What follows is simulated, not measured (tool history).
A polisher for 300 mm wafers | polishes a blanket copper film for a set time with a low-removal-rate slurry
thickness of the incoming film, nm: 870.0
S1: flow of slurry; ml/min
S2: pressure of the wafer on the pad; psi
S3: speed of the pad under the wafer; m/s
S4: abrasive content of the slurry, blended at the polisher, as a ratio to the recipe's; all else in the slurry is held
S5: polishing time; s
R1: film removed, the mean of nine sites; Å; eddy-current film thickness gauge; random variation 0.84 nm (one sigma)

| run | hour | S1 | S2 | S3 | S4 | S5 | R1 |
|---|---|---|---|---|---|---|---|
| 1 | 0.0 | 175 | 2.9 | 1.30 | 1.0 | 34 | 1161.90 |
| 2 | 2.0 | 175 | 2.8 | 1.30 | 1.0 | 34 | 1127.00 |
| 3 | 2.8 | 175 | 2.7 | 1.30 | 1.0 | 34 | 1078.20 |
| 4 | 8.4 | 175 | 2.6 | 1.30 | 1.0 | 34 | 1053.40 |
| 5 | 12.3 | 175 | 2.5 | 1.30 | 1.0 | 34 | 1001.60 |
| 6 | 16.5 | 175 | 2.4 | 1.30 | 1.0 | 34 | 979.92 |
| 7 | 25.1 | 175 | 2.3 | 1.30 | 1.0 | 34 | 928.85 |
| 8 | 32.4 | 175 | 2.2 | 1.30 | 1.0 | 34 | 882.76 |

The next listed run, before its measurement:
| 9 | 39.4 | 170 | 2.0 | 1.30 | 1.0 | 34 | ? |

Run 9 gave R1 793.42 Å.

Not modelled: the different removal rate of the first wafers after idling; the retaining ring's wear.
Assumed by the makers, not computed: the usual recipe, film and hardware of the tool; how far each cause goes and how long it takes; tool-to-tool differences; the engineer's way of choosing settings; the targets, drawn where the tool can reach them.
